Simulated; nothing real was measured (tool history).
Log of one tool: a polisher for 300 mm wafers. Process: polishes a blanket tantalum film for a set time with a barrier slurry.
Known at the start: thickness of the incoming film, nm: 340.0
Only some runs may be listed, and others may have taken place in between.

run  hour  flow of slurry (ml/min)  pressure of the wafer on the pad (psi)  speed of the pad under the wafer (cm/s)  abrasive content of the slurry  polishing time (s)  film removed (Å)
  1     0                      220                                     1.3                                       90                               1                  60            702.27
  2   0.6                      220                                     1.3                                       74                               1                  60            582.74
  3   3.1                      220                                     1.5                                       80                               1                  60            702.66
  4   5.7                      220                                     1.5                                       80                               1                  60            699.89
  5   8.8                      220                                     1.7                                       86                               1                  60            829.68
  6  10.8                      220                                     1.9                                       86                               1                  60            903.05

Run 7 is up next; what results do you expect?
  7  14.5                      220                                       2                                       94                               1                  60                 ?

film removed (Å): 1076.5
